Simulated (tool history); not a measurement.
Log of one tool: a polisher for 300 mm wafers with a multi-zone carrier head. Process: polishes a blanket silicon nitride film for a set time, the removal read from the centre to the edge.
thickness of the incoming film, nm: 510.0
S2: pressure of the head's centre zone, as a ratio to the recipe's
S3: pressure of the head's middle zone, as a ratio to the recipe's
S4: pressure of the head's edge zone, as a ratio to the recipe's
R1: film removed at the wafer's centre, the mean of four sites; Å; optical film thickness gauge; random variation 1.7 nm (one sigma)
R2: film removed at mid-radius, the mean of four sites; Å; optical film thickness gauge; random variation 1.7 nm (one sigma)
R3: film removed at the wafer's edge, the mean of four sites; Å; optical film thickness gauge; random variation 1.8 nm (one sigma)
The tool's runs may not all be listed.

run 1 hour=0.0 | flow_of_slurry_(ml/min)=150 S2=1.00 S3=1.00 S4=1.00 polishing_time_(s)=68 | R1=949.43 R2=989.32 R3=948.07
run 2 hour=7.2 | flow_of_slurry_(ml/min)=155 S2=1.03 S3=0.97 S4=1.05 polishing_time_(s)=75 | R1=1078.20 R2=1093.80 R3=1067.70
run 3 hour=8.7 | flow_of_slurry_(ml/min)=155 S2=1.05 S3=0.92 S4=1.09 polishing_time_(s)=81 | R1=1184.80 R2=1127.80 R3=1166.50
run 4 hour=13.8 | flow_of_slurry_(ml/min)=155 S2=1.08 S3=0.92 S4=1.09 polishing_time_(s)=81 | R1=1226.20 R2=1100.40 R3=1195.70
run 5 hour=19.0 | flow_of_slurry_(ml/min)=155 S2=1.08 S3=0.92 S4=1.09 polishing_time_(s)=67 | R1=1001.60 R2=915.34 R3=997.98
run 6 hour=19.9 | flow_of_slurry_(ml/min)=155 S2=1.04 S3=0.92 S4=1.09 polishing_time_(s)=67 | R1=978.93 R2=926.82 R3=1007.80
run 7 hour=28.8 | flow_of_slurry_(ml/min)=165 S2=1.06 S3=0.91 S4=1.12 polishing_time_(s)=74 | R1=1123.60 R2=1035.00 R3=1094.70
run 8 hour=32.6 | flow_of_slurry_(ml/min)=155 S2=1.08 S3=0.91 S4=1.13 polishing_time_(s)=81 | R1=1231.90 R2=1121.50 R3=1185.40

The next listed run, before its measurement:
run 9 hour=39.5 | flow_of_slurry_(ml/min)=155 S2=1.08 S3=0.91 S4=1.13 polishing_time_(s)=81 | R1=? R2=? R3=?

{"run 9": {"R1": 1240.5, "R2": 1103.7, "R3": 1227.3}}
